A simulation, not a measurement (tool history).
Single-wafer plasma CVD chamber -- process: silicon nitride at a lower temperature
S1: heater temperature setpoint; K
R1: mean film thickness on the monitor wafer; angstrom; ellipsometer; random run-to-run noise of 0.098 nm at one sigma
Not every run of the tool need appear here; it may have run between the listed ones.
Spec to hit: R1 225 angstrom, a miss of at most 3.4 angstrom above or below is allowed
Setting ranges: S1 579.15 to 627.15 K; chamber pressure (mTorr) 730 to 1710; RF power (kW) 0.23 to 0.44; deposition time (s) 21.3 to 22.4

{"run": 1, "day": 0.0, "S1": 603.15, "chamber pressure (mTorr)": 1220, "RF power (kW)": 0.335, "deposition time (s)": 22.4, "R1": 269.92}
{"run": 2, "day": 0.233, "S1": 603.15, "chamber pressure (mTorr)": 1150, "RF power (kW)": 0.33, "deposition time (s)": 22.4, "R1": 261.51}
{"run": 3, "day": 0.358, "S1": 603.15, "chamber pressure (mTorr)": 1090, "RF power (kW)": 0.325, "deposition time (s)": 22.4, "R1": 252.45}
{"run": 4, "day": 0.475, "S1": 603.15, "chamber pressure (mTorr)": 1040, "RF power (kW)": 0.325, "deposition time (s)": 22.4, "R1": 247.78}
{"run": 5, "day": 0.804, "S1": 603.15, "chamber pressure (mTorr)": 1000, "RF power (kW)": 0.325, "deposition time (s)": 22.4, "R1": 241.75}
{"run": 6, "day": 0.896, "S1": 603.15, "chamber pressure (mTorr)": 1000, "RF power (kW)": 0.365, "deposition time (s)": 22.4, "R1": 262.23}
{"run": 7, "day": 1.1, "S1": 603.15, "chamber pressure (mTorr)": 960, "RF power (kW)": 0.36, "deposition time (s)": 22.4, "R1": 253.23}
{"run": 8, "day": 1.446, "S1": 603.15, "chamber pressure (mTorr)": 920, "RF power (kW)": 0.355, "deposition time (s)": 22.4, "R1": 246.51}
{"run": 9, "day": 1.804, "S1": 603.15, "chamber pressure (mTorr)": 890, "RF power (kW)": 0.355, "deposition time (s)": 22.4, "R1": 243.01}
{"run": 10, "day": 2.133, "S1": 603.15, "chamber pressure (mTorr)": 860, "RF power (kW)": 0.355, "deposition time (s)": 22.4, "R1": 237.14}
{"run": 11, "day": 2.471, "S1": 603.15, "chamber pressure (mTorr)": 840, "RF power (kW)": 0.355, "deposition time (s)": 22.4, "R1": 235.64}
{"run": 12, "day": 2.738, "S1": 603.15, "chamber pressure (mTorr)": 820, "RF power (kW)": 0.355, "deposition time (s)": 22.4, "R1": 231.02}
{"run": 13, "day": 2.967, "S1": 603.15, "chamber pressure (mTorr)": 810, "RF power (kW)": 0.355, "deposition time (s)": 22.4, "R1": 229.21}

Pick the move, out of 4, that brings all results within their allowed miss; only one does.
{"run": "A", "day": 3.196, "S1": 593.15, "chamber pressure (mTorr)": 750, "RF power (kW)": 0.37, "deposition time (s)": 22.4, "R1": "?"}
{"run": "B", "day": 3.196, "S1": 604.15, "chamber pressure (mTorr)": 920, "RF power (kW)": 0.35, "deposition time (s)": 21.4, "R1": "?"}
{"run": "C", "day": 3.196, "S1": 610.15, "chamber pressure (mTorr)": 790, "RF power (kW)": 0.38, "deposition time (s)": 22.4, "R1": "?"}
{"run": "D", "day": 3.196, "S1": 609.15, "chamber pressure (mTorr)": 860, "RF power (kW)": 0.375, "deposition time (s)": 21.6, "R1": "?"}

move=A R1=222.34
move=B R1=231.67
move=C R1=232.72
move=D R1=235.02
A: every result lands within tolerance
B: further off than the last run
C: further off than the last run
D: further off than the last run
A meets every target.

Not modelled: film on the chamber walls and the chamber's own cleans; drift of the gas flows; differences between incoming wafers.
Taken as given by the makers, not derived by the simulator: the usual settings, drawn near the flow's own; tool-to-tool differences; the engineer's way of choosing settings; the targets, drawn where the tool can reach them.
